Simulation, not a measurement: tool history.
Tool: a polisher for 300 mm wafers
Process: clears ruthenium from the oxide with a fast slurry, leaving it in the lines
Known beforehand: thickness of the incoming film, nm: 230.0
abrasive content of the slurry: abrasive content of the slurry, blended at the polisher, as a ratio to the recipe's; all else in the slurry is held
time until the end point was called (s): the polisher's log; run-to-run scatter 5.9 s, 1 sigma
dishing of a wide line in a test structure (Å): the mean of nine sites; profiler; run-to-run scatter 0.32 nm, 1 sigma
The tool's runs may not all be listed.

run    day  flow of slurry (ml/min)  pressure of the wafer on the pad (psi)  speed of the pad under the wafer (m/s)  abrasive content of the slurry  overpolish time after the end point (s)  time until the end point was called (s)  dishing of a wide line in a test structure (Å)
  1  0.000                      245                                     2.3                                    0.76                            1.00                                       23                                  110.950                                          383.06
  2  0.088                      245                                     2.3                                    0.76                            0.85                                       23                                  111.030                                          366.48
  3  0.417                      245                                     2.3                                    0.94                            0.85                                       23                                   92.514                                          428.68
  4  0.479                      185                                     2.3                                    0.94                            0.85                                       23                                   96.287                                          410.47
  5  0.796                      185                                     2.3                                    0.94                            1.00                                       23                                   89.887                                          439.65
  6  0.996                      185                                     2.3                                    1.04                            1.00                                       23                                   81.481                                          466.82
  7  1.279                      180                                     2.1                                    0.94                            1.00                                       24                                   98.804                                          430.36
  8  1.525                      175                                     1.9                                    0.84                            1.00                                       24                                  119.890                                          361.00
  9  1.654                      165                                     1.3                                    0.64                            0.85                                       32                                  256.030                                          255.21
 10  1.971                      165                                     1.3                                    0.62                            0.85                                       32                                  257.410                                          251.08

Run 11 comes next. What will it give?
 11  2.038                      165                                     1.3                                    0.60                            0.85                                       32                                        ?                                               ?

{"run 11": {"time until the end point was called (s)": 269.96, "dishing of a wide line in a test structure (Å)": 239.29}}
